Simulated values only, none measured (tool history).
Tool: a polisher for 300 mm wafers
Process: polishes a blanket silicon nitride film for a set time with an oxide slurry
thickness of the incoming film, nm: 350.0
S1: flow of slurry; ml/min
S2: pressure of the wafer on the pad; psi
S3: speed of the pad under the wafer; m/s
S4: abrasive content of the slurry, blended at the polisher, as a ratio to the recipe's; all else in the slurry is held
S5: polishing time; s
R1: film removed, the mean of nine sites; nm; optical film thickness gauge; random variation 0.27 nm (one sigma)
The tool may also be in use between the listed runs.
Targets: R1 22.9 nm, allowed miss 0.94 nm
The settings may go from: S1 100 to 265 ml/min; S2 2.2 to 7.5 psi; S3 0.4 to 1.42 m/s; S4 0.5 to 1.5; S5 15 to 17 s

Run 1, hour 0: S1 170 ml/min, S2 4.8 psi, S3 0.9 m/s, S4 1, S5 17 s. Result: R1 13.443 nm.
Run 2, hour 1.1: S1 205 ml/min, S2 4.8 psi, S3 0.9 m/s, S4 1, S5 17 s. Result: R1 13.995 nm.
Run 3, hour 3.7: S1 165 ml/min, S2 4.8 psi, S3 0.9 m/s, S4 1, S5 17 s. Result: R1 13.116 nm.
Run 4, hour 7.7: S1 165 ml/min, S2 3.9 psi, S3 0.9 m/s, S4 1, S5 17 s. Result: R1 10.872 nm.
Run 5, hour 11.3: S1 165 ml/min, S2 3.9 psi, S3 1.04 m/s, S4 1, S5 17 s. Result: R1 11.833 nm.
Run 6, hour 15.3: S1 165 ml/min, S2 3.9 psi, S3 1.04 m/s, S4 1, S5 17 s. Result: R1 12.219 nm.
Run 7, hour 20.3: S1 175 ml/min, S2 4.7 psi, S3 1.06 m/s, S4 1, S5 17 s. Result: R1 14.406 nm.
Run 8, hour 21.6: S1 185 ml/min, S2 5.3 psi, S3 1.08 m/s, S4 1, S5 17 s. Result: R1 17.033 nm.
Run 9, hour 23.5: S1 195 ml/min, S2 5.7 psi, S3 1.08 m/s, S4 1, S5 17 s. Result: R1 18.521 nm.
Run 10, hour 30.5: S1 200 ml/min, S2 6 psi, S3 1.08 m/s, S4 1, S5 17 s. Result: R1 19.668 nm.

4 next moves are on the table. One of them brings every result within its allowed miss. Which?
Run A, hour 37.5: S1 170 ml/min, S2 7.1 psi, S3 1.22 m/s, S4 0.95, S5 16 s. Result: R1 ?.
Run B, hour 37.5: S1 185 ml/min, S2 6.6 psi, S3 1.28 m/s, S4 1.05, S5 17 s. Result: R1 ?.
Run C, hour 37.5: S1 180 ml/min, S2 5.9 psi, S3 1.14 m/s, S4 1.25, S5 17 s. Result: R1 ?.
Run D, hour 37.5: S1 265 ml/min, S2 5.3 psi, S3 1.4 m/s, S4 1, S5 17 s. Result: R1 ?.

move      R1
   A  22.582
   B  24.472
   C  21.479
   D   21.59
A: meets every target
B: takes the result that was furthest off past its target
C: nearer than the last run, and not there yet
D: nearer than the last run, and not there yet
Answer: A
